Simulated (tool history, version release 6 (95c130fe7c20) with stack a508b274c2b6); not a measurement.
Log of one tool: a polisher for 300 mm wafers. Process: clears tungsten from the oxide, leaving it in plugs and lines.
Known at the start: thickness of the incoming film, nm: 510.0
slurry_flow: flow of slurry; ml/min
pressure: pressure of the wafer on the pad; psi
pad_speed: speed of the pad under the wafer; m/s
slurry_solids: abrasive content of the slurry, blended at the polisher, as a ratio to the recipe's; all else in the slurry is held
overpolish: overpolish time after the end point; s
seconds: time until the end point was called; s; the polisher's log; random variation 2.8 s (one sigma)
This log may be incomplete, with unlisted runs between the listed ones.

run 1 hour=0.0 | slurry_flow=145 pressure=3.7 pad_speed=1.26 slurry_solids=1.0 overpolish=6 | seconds=74.285
run 2 hour=2.8 | slurry_flow=145 pressure=3.7 pad_speed=1.26 slurry_solids=1.2 overpolish=6 | seconds=65.695
run 3 hour=6.5 | slurry_flow=145 pressure=3.4 pad_speed=1.20 slurry_solids=1.2 overpolish=6 | seconds=75.440
run 4 hour=12.5 | slurry_flow=145 pressure=3.4 pad_speed=1.20 slurry_solids=1.1 overpolish=6 | seconds=80.367
run 5 hour=16.4 | slurry_flow=145 pressure=3.4 pad_speed=1.00 slurry_solids=1.1 overpolish=6 | seconds=96.349
run 6 hour=19.2 | slurry_flow=145 pressure=3.4 pad_speed=0.84 slurry_solids=1.1 overpolish=6 | seconds=109.640

Run 7 is up next; what results do you expect?
run 7 hour=24.0 | slurry_flow=145 pressure=3.2 pad_speed=0.84 slurry_solids=1.1 overpolish=6 | seconds=?

Run 7 measured seconds 118.840 s.

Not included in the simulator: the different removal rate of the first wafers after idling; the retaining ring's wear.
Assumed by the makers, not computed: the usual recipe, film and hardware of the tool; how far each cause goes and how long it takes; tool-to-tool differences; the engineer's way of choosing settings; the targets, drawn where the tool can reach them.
